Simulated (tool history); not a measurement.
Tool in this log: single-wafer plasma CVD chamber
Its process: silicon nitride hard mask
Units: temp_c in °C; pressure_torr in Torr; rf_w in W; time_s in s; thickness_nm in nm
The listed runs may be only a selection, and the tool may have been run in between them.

run,hour,temp_c,pressure_torr,rf_w,time_s,thickness_nm
1,0,385,1.53,340,20.9,25.013
2,3.6,385,1.29,340,20.9,23.425
3,9.3,385,1.52,345,20.9,24.918
4,11.7,392,1.52,345,20.9,25.074
5,17.9,392,1.41,345,20.9,24.288
6,21.3,392,1.41,315,20.9,23.076
7,22.2,392,1.72,370,21.1,27.553

Run 8 has not been measured yet. What should we expect?
8,29.2,392,1.78,370,21.1,?

{"run 8": {"thickness_nm": 27.634}}

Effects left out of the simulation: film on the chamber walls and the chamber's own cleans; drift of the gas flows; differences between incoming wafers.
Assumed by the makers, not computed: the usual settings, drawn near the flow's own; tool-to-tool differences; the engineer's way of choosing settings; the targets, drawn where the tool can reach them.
